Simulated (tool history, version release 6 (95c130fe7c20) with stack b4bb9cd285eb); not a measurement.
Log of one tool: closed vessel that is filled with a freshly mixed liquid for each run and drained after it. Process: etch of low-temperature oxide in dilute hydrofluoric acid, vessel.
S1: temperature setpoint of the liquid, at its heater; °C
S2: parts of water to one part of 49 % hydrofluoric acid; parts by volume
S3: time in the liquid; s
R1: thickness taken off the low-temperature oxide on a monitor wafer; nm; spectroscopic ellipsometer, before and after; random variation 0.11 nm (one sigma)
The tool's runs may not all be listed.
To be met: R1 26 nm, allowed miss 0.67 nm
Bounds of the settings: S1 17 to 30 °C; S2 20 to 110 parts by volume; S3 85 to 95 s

run 1 hour=0 | S1=22 S2=60 S3=85 | R1=49.295
run 2 hour=8.7 | S1=19 S2=60 S3=85 | R1=43.741
run 3 hour=10.6 | S1=19 S2=60 S3=95 | R1=49.238
run 4 hour=16.3 | S1=18.5 S2=70 S3=95 | R1=40.557
run 5 hour=19.9 | S1=22 S2=70 S3=95 | R1=47.228
run 6 hour=20.9 | S1=22 S2=70 S3=95 | R1=46.918
run 7 hour=26.3 | S1=20.5 S2=75 S3=95 | R1=41.268
run 8 hour=31.8 | S1=19.5 S2=80 S3=95 | R1=36.576
run 9 hour=35.7 | S1=19 S2=85 S3=95 | R1=33.588
run 10 hour=40.9 | S1=18.5 S2=90 S3=95 | R1=30.883

Which of these 5 next moves meets every target?
run A hour=46.1 | S1=19 S2=110 S3=90 | R1=?
run B hour=46.1 | S1=18.5 S2=95 S3=95 | R1=?
run C hour=46.1 | S1=20 S2=80 S3=95 | R1=?
run D hour=46.1 | S1=18.5 S2=100 S3=95 | R1=?
run E hour=46.1 | S1=18.5 S2=100 S3=90 | R1=?

move=A R1=24.174
move=B R1=29.412
move=C R1=37.809
move=D R1=27.791
move=E R1=26.328
A: takes the result that was furthest off past its target
B: nearer than the last run, and not there yet
C: further off than the last run
D: nearer than the last run, and not there yet
E: meets every target
Answer: E
